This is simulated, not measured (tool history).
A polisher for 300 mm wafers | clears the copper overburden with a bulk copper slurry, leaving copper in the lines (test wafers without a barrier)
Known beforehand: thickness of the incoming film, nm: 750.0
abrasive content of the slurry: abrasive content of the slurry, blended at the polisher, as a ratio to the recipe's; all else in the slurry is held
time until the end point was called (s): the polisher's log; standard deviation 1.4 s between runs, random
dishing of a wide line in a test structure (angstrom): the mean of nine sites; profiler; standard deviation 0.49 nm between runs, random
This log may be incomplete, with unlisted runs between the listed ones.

run  hour  flow of slurry (ml/min)  pressure of the wafer on the pad (psi)  speed of the pad under the wafer (cm/s)  abrasive content of the slurry  overpolish time after the end point (s)  time until the end point was called (s)  dishing of a wide line in a test structure (angstrom)
  1     0                      275                                     2.8                                      114                               1                                       19                                   84.714                                                 635.13
  2     3                      275                                     2.4                                      114                               1                                       15                                   98.346                                                 526.93
  3   4.5                      275                                     2.1                                      114                               1                                       13                                    113.6                                                 444.14
  4  10.7                      275                                     1.9                                      118                               1                                       11                                   117.73                                                 389.28
  5  19.3                      255                                     1.7                                      124                            0.85                                       10                                   129.72                                                 345.46
  6  25.9                      235                                     1.6                                      132                            0.75                                        9                                   135.54                                                 303.94
  7  31.9                      225                                     1.6                                      136                             0.7                                        8                                   134.61                                                 280.88

Forecast run 8:
  8  36.7                      220                                     1.6                                      136                             0.7                                        7                                        ?                                                      ?

time until the end point was called (s): 130.77
dishing of a wide line in a test structure (angstrom): 248.24

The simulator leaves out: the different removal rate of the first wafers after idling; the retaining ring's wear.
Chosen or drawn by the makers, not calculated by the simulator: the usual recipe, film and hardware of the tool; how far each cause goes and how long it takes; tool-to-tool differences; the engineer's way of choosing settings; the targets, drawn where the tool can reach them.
